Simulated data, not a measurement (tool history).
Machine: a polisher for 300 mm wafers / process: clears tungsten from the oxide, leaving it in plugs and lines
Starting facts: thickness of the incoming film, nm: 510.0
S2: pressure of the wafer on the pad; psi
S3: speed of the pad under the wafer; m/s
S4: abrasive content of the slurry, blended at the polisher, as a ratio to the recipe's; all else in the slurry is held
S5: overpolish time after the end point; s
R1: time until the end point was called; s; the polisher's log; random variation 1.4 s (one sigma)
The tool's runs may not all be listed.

{"run": 1, "hour": 0.0, "flow of slurry (ml/min)": 255, "S2": 3.2, "S3": 0.9, "S4": 1.0, "S5": 40, "R1": 120.31}
{"run": 2, "hour": 2.9, "flow of slurry (ml/min)": 255, "S2": 3.1, "S3": 0.9, "S4": 1.0, "S5": 40, "R1": 126.1}
{"run": 3, "hour": 7.6, "flow of slurry (ml/min)": 255, "S2": 3.1, "S3": 0.9, "S4": 1.15, "S5": 40, "R1": 122.74}
{"run": 4, "hour": 15.5, "flow of slurry (ml/min)": 255, "S2": 3.1, "S3": 0.9, "S4": 1.15, "S5": 40, "R1": 121.79}
{"run": 5, "hour": 19.7, "flow of slurry (ml/min)": 220, "S2": 3.1, "S3": 0.9, "S4": 1.15, "S5": 40, "R1": 126.29}
{"run": 6, "hour": 21.7, "flow of slurry (ml/min)": 220, "S2": 3.7, "S3": 0.9, "S4": 1.15, "S5": 40, "R1": 106.65}

Forecast run 7:
{"run": 7, "hour": 26.2, "flow of slurry (ml/min)": 215, "S2": 2.8, "S3": 0.88, "S4": 1.15, "S5": 40, "R1": "?"}

R1: 141.81 s

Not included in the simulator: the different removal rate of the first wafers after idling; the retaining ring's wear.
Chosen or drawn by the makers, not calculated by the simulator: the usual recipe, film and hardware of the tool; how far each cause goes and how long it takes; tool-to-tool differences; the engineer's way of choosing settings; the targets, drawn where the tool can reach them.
